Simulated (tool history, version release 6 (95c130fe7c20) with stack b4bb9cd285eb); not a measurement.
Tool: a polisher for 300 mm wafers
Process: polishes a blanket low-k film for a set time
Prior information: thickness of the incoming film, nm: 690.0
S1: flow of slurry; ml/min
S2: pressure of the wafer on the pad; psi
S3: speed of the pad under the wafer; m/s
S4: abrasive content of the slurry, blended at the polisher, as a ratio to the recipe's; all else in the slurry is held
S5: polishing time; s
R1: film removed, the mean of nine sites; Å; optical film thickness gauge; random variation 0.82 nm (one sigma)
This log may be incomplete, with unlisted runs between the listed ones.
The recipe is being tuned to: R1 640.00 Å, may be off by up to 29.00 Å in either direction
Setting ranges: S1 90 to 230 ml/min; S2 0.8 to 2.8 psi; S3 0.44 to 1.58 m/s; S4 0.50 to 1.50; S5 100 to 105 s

{"run": 1, "hour": 0.0, "S1": 150, "S2": 1.8, "S3": 1.0, "S4": 1.0, "S5": 100, "R1": 360.04}
{"run": 2, "hour": 2.5, "S1": 150, "S2": 1.8, "S3": 1.0, "S4": 1.15, "S5": 100, "R1": 375.28}
{"run": 3, "hour": 3.7, "S1": 150, "S2": 1.8, "S3": 0.82, "S4": 1.15, "S5": 100, "R1": 322.76}
{"run": 4, "hour": 5.6, "S1": 150, "S2": 2.1, "S3": 0.86, "S4": 1.15, "S5": 100, "R1": 376.81}
{"run": 5, "hour": 12.5, "S1": 150, "S2": 2.3, "S3": 0.92, "S4": 1.15, "S5": 100, "R1": 420.87}
{"run": 6, "hour": 19.1, "S1": 150, "S2": 2.4, "S3": 1.0, "S4": 1.15, "S5": 100, "R1": 455.66}
{"run": 7, "hour": 24.6, "S1": 150, "S2": 2.5, "S3": 1.06, "S4": 1.15, "S5": 100, "R1": 485.45}
{"run": 8, "hour": 33.4, "S1": 150, "S2": 2.6, "S3": 1.12, "S4": 1.15, "S5": 100, "R1": 526.22}
{"run": 9, "hour": 38.3, "S1": 150, "S2": 2.7, "S3": 1.16, "S4": 1.15, "S5": 100, "R1": 561.33}
{"run": 10, "hour": 42.4, "S1": 150, "S2": 2.7, "S3": 1.16, "S4": 1.15, "S5": 100, "R1": 559.23}
{"run": 11, "hour": 43.5, "S1": 150, "S2": 2.7, "S3": 1.2, "S4": 1.15, "S5": 100, "R1": 565.59}
{"run": 12, "hour": 50.3, "S1": 150, "S2": 2.7, "S3": 1.24, "S4": 1.15, "S5": 100, "R1": 593.89}
{"run": 13, "hour": 54.0, "S1": 150, "S2": 2.7, "S3": 1.26, "S4": 1.15, "S5": 100, "R1": 597.21}
{"run": 14, "hour": 62.4, "S1": 150, "S2": 2.7, "S3": 1.28, "S4": 1.15, "S5": 100, "R1": 604.95}

Which single option among these 5 for the next run brings every result within its allowed miss of target? Just one does.
{"run": "A", "hour": 70.8, "S1": 165, "S2": 2.8, "S3": 1.52, "S4": 1.05, "S5": 103, "R1": "?"}
{"run": "B", "hour": 70.8, "S1": 180, "S2": 2.8, "S3": 1.34, "S4": 0.8, "S5": 100, "R1": "?"}
{"run": "C", "hour": 70.8, "S1": 125, "S2": 2.6, "S3": 1.44, "S4": 1.05, "S5": 104, "R1": "?"}
{"run": "D", "hour": 70.8, "S1": 155, "S2": 2.8, "S3": 1.32, "S4": 1.25, "S5": 104, "R1": "?"}
{"run": "E", "hour": 70.8, "S1": 155, "S2": 2.6, "S3": 1.24, "S4": 1.15, "S5": 100, "R1": "?"}

move=A R1=728.15
move=B R1=585.65
move=C R1=633.76
move=D R1=690.99
move=E R1=581.85
A: the result that was furthest off in the last run now lies on the other side of its target
B: moves away from the targets compared with the last run
C: all results in spec
D: the result that was furthest off in the last run now lies on the other side of its target
E: moves away from the targets compared with the last run
C meets every target.
